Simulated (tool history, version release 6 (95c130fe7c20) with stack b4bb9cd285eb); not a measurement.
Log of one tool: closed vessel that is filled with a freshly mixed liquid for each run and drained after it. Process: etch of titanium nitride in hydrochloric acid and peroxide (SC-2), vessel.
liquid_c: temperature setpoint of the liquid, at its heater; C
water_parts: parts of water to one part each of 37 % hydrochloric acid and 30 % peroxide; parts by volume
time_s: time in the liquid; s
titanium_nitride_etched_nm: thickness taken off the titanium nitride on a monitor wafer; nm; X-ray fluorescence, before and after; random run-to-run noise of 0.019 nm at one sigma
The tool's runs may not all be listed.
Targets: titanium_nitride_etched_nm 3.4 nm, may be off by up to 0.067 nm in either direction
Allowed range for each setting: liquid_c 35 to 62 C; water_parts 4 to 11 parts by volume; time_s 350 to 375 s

Run 1, hour 0: liquid_c 46 C, water_parts 6 parts by volume, time_s 350 s. Result: titanium_nitride_etched_nm 5.8591 nm.
Run 2, hour 2: liquid_c 39.5 C, water_parts 6 parts by volume, time_s 350 s. Result: titanium_nitride_etched_nm 3.7064 nm.
Run 3, hour 8.1: liquid_c 39 C, water_parts 6 parts by volume, time_s 350 s. Result: titanium_nitride_etched_nm 3.5717 nm.
Run 4, hour 14.1: liquid_c 39 C, water_parts 6 parts by volume, time_s 350 s. Result: titanium_nitride_etched_nm 3.5558 nm.
Run 5, hour 22.3: liquid_c 35 C, water_parts 6 parts by volume, time_s 350 s. Result: titanium_nitride_etched_nm 2.6601 nm.
Run 6, hour 27.8: liquid_c 35 C, water_parts 6 parts by volume, time_s 350 s. Result: titanium_nitride_etched_nm 2.6577 nm.
Run 7, hour 31.8: liquid_c 36 C, water_parts 6 parts by volume, time_s 350 s. Result: titanium_nitride_etched_nm 2.8758 nm.
Run 8, hour 38.8: liquid_c 36.5 C, water_parts 6 parts by volume, time_s 350 s. Result: titanium_nitride_etched_nm 2.9671 nm.
Run 9, hour 45.9: liquid_c 37 C, water_parts 6 parts by volume, time_s 350 s. Result: titanium_nitride_etched_nm 3.1046 nm.
Run 10, hour 50.8: liquid_c 37 C, water_parts 6 parts by volume, time_s 350 s. Result: titanium_nitride_etched_nm 3.1111 nm.
At hour 53: thermometer replaced.
Run 11, hour 53: liquid_c 37.5 C, water_parts 6 parts by volume, time_s 350 s. Result: titanium_nitride_etched_nm 3.7335 nm.

Consider the 5 candidate settings below. Which is the only one whose results all fall within their allowed miss of target?
Run A, hour 55.2: liquid_c 39.5 C, water_parts 6 parts by volume, time_s 350 s. Result: titanium_nitride_etched_nm ?.
Run B, hour 55.2: liquid_c 37.5 C, water_parts 5.5 parts by volume, time_s 350 s. Result: titanium_nitride_etched_nm ?.
Run C, hour 55.2: liquid_c 37.5 C, water_parts 5.5 parts by volume, time_s 370 s. Result: titanium_nitride_etched_nm ?.
Run D, hour 55.2: liquid_c 38.5 C, water_parts 8 parts by volume, time_s 350 s. Result: titanium_nitride_etched_nm ?.
Run E, hour 55.2: liquid_c 37 C, water_parts 6.5 parts by volume, time_s 350 s. Result: titanium_nitride_etched_nm ?.

move  titanium_nitride_etched_nm
   A                      4.3189
   B                      3.9914
   C                      4.2195
   D                      3.2168
   E                      3.3969
A: lands further from the targets than the last run did
B: lands further from the targets than the last run did
C: lands further from the targets than the last run did
D: takes the result that was furthest off past its target
E: in spec on every target
Answer: E
